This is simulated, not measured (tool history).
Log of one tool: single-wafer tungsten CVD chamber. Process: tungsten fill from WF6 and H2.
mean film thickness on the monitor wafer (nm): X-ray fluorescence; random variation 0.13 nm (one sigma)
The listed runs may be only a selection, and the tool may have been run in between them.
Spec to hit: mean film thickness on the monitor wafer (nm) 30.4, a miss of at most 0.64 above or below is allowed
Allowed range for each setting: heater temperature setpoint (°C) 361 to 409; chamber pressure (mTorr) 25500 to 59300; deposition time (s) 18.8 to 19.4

run	day	heater temperature setpoint (°C)	chamber pressure (mTorr)	deposition time (s)	mean film thickness on the monitor wafer (nm)
1	0	385	42400	18.8	49.325
2	0.2	385	42400	18.8	49.055
3	0.267	378	42100	18.8	42.176
4	0.492	373	41900	18.8	37.449
5	0.683	370	41800	18.8	34.892
6	0.917	368	41700	18.8	33.161
7	1.067	367	41700	18.8	32.576
8	1.104	366	41700	18.8	31.587

Below are 4 possible settings for the next run. Only one of them brings all results inside the allowed miss of their targets. Which is it?
A	1.142	367	43800	18.8	?
B	1.142	370	32100	19.4	?
C	1.142	368	40600	18.8	?
D	1.142	368	33800	18.8	?

move	mean film thickness on the monitor wafer (nm)
A	32.839
B	31.445
C	32.467
D	29.794
A: misses by more than the last run did
B: moves toward the targets from the last run without getting all of them in spec
C: misses by more than the last run did
D: every result lands within tolerance
D is the move that brings every result within its allowed miss.
